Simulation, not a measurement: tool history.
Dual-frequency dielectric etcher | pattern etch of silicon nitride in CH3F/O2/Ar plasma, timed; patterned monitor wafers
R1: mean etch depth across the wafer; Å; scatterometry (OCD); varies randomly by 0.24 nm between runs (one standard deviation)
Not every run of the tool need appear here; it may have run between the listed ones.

{"run": 1, "day": 0.0, "source power (kW)": 0.29, "bias power (kW)": 0.07, "etch time (s)": 61, "R1": 414.75}
{"run": 2, "day": 0.062, "source power (kW)": 0.29, "bias power (kW)": 0.082, "etch time (s)": 61, "R1": 457.24}
{"run": 3, "day": 0.262, "source power (kW)": 0.28, "bias power (kW)": 0.081, "etch time (s)": 61, "R1": 442.33}
{"run": 4, "day": 0.604, "source power (kW)": 0.27, "bias power (kW)": 0.08, "etch time (s)": 61, "R1": 439.61}
{"run": 5, "day": 0.671, "source power (kW)": 0.3, "bias power (kW)": 0.08, "etch time (s)": 61, "R1": 453.39}
{"run": 6, "day": 0.821, "source power (kW)": 0.26, "bias power (kW)": 0.08, "etch time (s)": 61, "R1": 425.95}
{"run": 7, "day": 0.85, "source power (kW)": 0.25, "bias power (kW)": 0.08, "etch time (s)": 61, "R1": 419.91}
{"run": 8, "day": 1.029, "source power (kW)": 0.24, "bias power (kW)": 0.08, "etch time (s)": 61, "R1": 415.29}

Run 9 is up next; what results do you expect?
{"run": 9, "day": 1.354, "source power (kW)": 0.24, "bias power (kW)": 0.079, "etch time (s)": 61, "R1": "?"}

Run 9 measured R1 413.18 Å.

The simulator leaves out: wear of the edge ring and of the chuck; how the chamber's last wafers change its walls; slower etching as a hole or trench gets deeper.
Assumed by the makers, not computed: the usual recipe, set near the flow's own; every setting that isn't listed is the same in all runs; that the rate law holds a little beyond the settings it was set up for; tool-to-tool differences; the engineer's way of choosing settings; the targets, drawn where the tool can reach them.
